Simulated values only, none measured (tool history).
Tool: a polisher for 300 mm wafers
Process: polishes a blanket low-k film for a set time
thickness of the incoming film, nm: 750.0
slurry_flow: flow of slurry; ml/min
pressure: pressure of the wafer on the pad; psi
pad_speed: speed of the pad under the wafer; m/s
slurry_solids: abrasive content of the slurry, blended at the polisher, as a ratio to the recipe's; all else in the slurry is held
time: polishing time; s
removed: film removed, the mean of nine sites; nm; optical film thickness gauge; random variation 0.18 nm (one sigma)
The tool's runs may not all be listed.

run	day	slurry_flow	pressure	pad_speed	slurry_solids	time	removed
1	0	195	2.4	0.8	1	70	31.932
2	0.154	195	2.4	0.8	1	70	32.245
3	0.35	195	2.4	0.98	1	70	38.456
4	0.667	195	2.4	0.98	1	70	38.737
5	0.808	165	2.4	0.98	1	70	36.628
6	0.883	165	2.4	1.06	1	70	39.212
7	1.246	155	2	1.06	1	70	32.589

Forecast run 8:
8	1.3	140	1.4	1.04	1	70	?

{"run 8": {"removed": 22.881}}

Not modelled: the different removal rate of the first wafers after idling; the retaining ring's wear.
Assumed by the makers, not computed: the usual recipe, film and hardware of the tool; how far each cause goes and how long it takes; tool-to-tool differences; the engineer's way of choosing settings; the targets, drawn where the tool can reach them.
